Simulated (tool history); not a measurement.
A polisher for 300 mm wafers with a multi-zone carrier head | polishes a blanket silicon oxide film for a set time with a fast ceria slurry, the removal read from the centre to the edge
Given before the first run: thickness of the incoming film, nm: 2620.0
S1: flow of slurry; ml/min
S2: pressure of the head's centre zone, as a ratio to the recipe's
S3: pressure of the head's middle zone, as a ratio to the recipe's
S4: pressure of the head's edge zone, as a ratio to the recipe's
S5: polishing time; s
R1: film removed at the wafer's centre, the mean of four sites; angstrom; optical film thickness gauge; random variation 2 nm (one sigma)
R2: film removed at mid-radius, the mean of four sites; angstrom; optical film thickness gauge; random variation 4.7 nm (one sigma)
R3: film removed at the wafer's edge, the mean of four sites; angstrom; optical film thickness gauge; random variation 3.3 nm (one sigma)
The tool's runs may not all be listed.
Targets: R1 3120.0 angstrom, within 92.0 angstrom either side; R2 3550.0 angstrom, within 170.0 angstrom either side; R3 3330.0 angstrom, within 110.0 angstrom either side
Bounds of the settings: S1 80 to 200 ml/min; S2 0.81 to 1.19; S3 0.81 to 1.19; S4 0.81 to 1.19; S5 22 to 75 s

run  hour   S1    S2    S3    S4  S5      R1      R2      R3
  1   0.0  130  1.00  1.00  1.00  48  5585.8  5018.6  4996.3
  2   6.8  125  0.97  1.01  0.99  46  5133.1  4776.6  4805.9
  3  12.2  140  0.97  1.01  0.99  46  5349.6  4890.6  4883.4
  4  17.8  130  0.95  1.02  0.97  44  4900.3  4674.2  4601.7
  5  20.0  145  0.95  1.02  0.97  44  5001.7  4766.5  4679.2
  6  27.7  120  0.95  1.02  0.97  44  4754.6  4508.7  4534.4
     36.2  -- centre zone pressure recalibrated
  7  36.2  115  0.93  1.04  0.95  42  3978.4  4302.5  4224.6
  8  37.0  115  0.93  1.04  0.93  41  3870.5  4277.5  4123.6
  9  38.8  115  0.94  1.03  0.91  40  3867.4  4115.1  3899.8
 10  47.4  110  0.93  1.02  0.90  40  3782.8  4087.3  3956.7
 11  51.8  110  0.93  1.02  0.89  39  3663.9  3910.1  3782.5

4 next moves are on the table. One of them brings every result within its allowed miss. Which?
  A  56.2  135  0.90  1.12  0.81  36   ?   ?   ?
  B  56.2  110  0.89  1.02  0.81  35   ?   ?   ?
  C  56.2  175  1.17  1.13  0.81  34   ?   ?   ?
  D  56.2  105  1.10  0.91  0.81  34   ?   ?   ?

move      R1      R2      R3
   A  3449.4  4144.6  3527.0
   B  3130.9  3539.6  3316.3
   C  4477.8  4139.7  3451.9
   D  3699.6  3081.0  3197.9
A: closer than the last run, but not yet in spec
B: hits every target within its allowed miss
C: its largest miss is bigger than the last run's
D: its largest miss is bigger than the last run's
Move B is the one to make.
